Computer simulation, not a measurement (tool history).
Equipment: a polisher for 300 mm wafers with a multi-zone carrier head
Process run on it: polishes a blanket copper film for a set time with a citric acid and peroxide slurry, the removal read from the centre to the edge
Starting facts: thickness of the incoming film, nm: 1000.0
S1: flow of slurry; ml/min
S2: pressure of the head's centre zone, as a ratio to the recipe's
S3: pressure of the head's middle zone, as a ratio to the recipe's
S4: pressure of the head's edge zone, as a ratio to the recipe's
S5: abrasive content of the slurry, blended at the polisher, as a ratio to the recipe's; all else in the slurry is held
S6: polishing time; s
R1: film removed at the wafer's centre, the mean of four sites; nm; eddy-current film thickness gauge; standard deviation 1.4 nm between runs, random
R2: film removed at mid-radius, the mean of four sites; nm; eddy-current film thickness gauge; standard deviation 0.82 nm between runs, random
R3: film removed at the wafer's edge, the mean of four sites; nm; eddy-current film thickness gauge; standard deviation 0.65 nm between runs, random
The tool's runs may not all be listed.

{"run": 1, "hour": 0.0, "S1": 295, "S2": 1.0, "S3": 1.0, "S4": 1.0, "S5": 1.0, "S6": 41, "R1": 120.79, "R2": 114.8, "R3": 120.74}
{"run": 2, "hour": 6.7, "S1": 295, "S2": 1.0, "S3": 1.0, "S4": 1.0, "S5": 1.0, "S6": 31, "R1": 92.829, "R2": 87.964, "R3": 91.69}
{"run": 3, "hour": 8.1, "S1": 295, "S2": 1.0, "S3": 1.0, "S4": 0.95, "S5": 1.0, "S6": 31, "R1": 90.6, "R2": 86.272, "R3": 89.708}
{"run": 4, "hour": 9.7, "S1": 300, "S2": 1.01, "S3": 1.01, "S4": 0.99, "S5": 1.05, "S6": 31, "R1": 93.295, "R2": 89.166, "R3": 91.406}
{"run": 5, "hour": 16.7, "S1": 300, "S2": 1.02, "S3": 1.0, "S4": 1.02, "S5": 1.15, "S6": 32, "R1": 99.327, "R2": 92.973, "R3": 99.41}
{"run": 6, "hour": 19.7, "S1": 300, "S2": 1.02, "S3": 1.0, "S4": 1.02, "S5": 1.35, "S6": 32, "R1": 100.94, "R2": 94.602, "R3": 101.38}
{"run": 7, "hour": 23.1, "S1": 310, "S2": 1.04, "S3": 1.01, "S4": 1.03, "S5": 1.35, "S6": 32, "R1": 101.32, "R2": 97.055, "R3": 102.87}
{"run": 8, "hour": 29.8, "S1": 315, "S2": 1.07, "S3": 1.01, "S4": 1.03, "S5": 1.35, "S6": 32, "R1": 104.83, "R2": 96.389, "R3": 102.22}

Run 9 is up next; what results do you expect?
{"run": 9, "hour": 35.2, "S1": 320, "S2": 1.09, "S3": 1.02, "S4": 1.04, "S5": 1.35, "S6": 32, "R1": "?", "R2": "?", "R3": "?"}

{"run 9": {"R1": 109.96, "R2": 98.562, "R3": 102.43}}

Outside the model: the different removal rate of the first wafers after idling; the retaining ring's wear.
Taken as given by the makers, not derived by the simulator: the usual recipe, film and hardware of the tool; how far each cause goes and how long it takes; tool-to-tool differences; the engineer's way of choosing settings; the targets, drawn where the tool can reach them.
